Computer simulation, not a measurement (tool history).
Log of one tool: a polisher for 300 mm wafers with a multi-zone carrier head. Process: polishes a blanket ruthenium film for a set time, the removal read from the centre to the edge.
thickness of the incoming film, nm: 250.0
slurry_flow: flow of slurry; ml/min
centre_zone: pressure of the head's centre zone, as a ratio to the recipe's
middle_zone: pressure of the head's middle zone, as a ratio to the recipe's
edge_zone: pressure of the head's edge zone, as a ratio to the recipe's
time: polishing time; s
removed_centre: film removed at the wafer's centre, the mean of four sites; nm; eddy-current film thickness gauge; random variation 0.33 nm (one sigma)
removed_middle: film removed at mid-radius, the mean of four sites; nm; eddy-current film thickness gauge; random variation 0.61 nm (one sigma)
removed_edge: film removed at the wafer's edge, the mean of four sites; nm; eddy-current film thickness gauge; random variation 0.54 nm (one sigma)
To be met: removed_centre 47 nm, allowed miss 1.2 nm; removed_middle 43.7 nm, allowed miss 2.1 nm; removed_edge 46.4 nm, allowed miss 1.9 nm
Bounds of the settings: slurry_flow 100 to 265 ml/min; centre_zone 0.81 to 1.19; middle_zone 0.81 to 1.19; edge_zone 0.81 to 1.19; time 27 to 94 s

run	hour	slurry_flow	centre_zone	middle_zone	edge_zone	time	removed_centre	removed_middle	removed_edge
1	0	170	1	1	1	60	81.267	82.414	81.353
2	8.3	170	1	1.05	1	60	80.069	82.22	79.533
3	13.2	165	1	1.04	1	56	73.328	77.257	75.643
4	22.2	165	1	0.96	1	56	75.25	72.182	74.565
5	26	160	0.99	0.95	0.98	54	70.351	68.387	70.321
6	29.1	155	0.98	0.94	0.97	52	66.453	65.765	67.94
7	34.4	170	1	0.84	0.87	35	46.593	41.164	43.976
8	40.6	170	1	0.84	0.88	35	46.987	41.375	43.721
9	41.9	175	0.96	0.86	0.96	37	48.033	44.287	48.304
10	47	175	0.96	0.86	0.95	37	46.911	44.13	49.006
11	54.9	175	0.96	0.86	0.94	37	47.622	43.436	48.709
12	59.2	175	0.96	0.86	0.94	37	47.447	44.426	48.617

4 next moves are on the table. One of them brings every result within its allowed miss. Which?
A	63.5	170	1	0.81	0.97	35	?	?	?
B	63.5	190	1.03	0.95	0.85	34	?	?	?
C	63.5	175	1.16	0.82	0.91	33	?	?	?
D	63.5	235	0.92	0.82	0.81	37	?	?	?

move	removed_centre	removed_middle	removed_edge
A	46.591	39.299	46.406
B	47.562	44.286	42.864
C	51.275	37.567	42.6
D	47.612	43.909	46.711
A: brings the result that was furthest off to its target, and leaves another outside
B: takes the result that was furthest off past its target
C: takes the result that was furthest off past its target
D: meets every target
The right move is D.
